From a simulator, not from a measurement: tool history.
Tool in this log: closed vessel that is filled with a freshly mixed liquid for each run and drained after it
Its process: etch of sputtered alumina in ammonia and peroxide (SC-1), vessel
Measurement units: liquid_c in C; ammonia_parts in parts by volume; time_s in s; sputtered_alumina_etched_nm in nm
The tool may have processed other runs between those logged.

| run | hour | liquid_c | ammonia_parts | time_s | sputtered_alumina_etched_nm |
|---|---|---|---|---|---|
| 1 | 0 | 46 | 0.4 | 1630 | 82.205 |
| 2 | 8 | 46 | 0.4 | 1750 | 87.938 |
| 3 | 16 | 46 | 0.35 | 1750 | 87.796 |
| 4 | 24.7 | 47.5 | 0.35 | 1750 | 95.687 |
| 5 | 30.9 | 49 | 0.35 | 1750 | 104.52 |
| 6 | 39.4 | 50 | 0.35 | 1750 | 108.94 |

Expected results for the next run?
| 7 | 42.1 | 51 | 0.35 | 1750 | ? |

Logged for run 7: sputtered_alumina_etched_nm 115.42 nm.
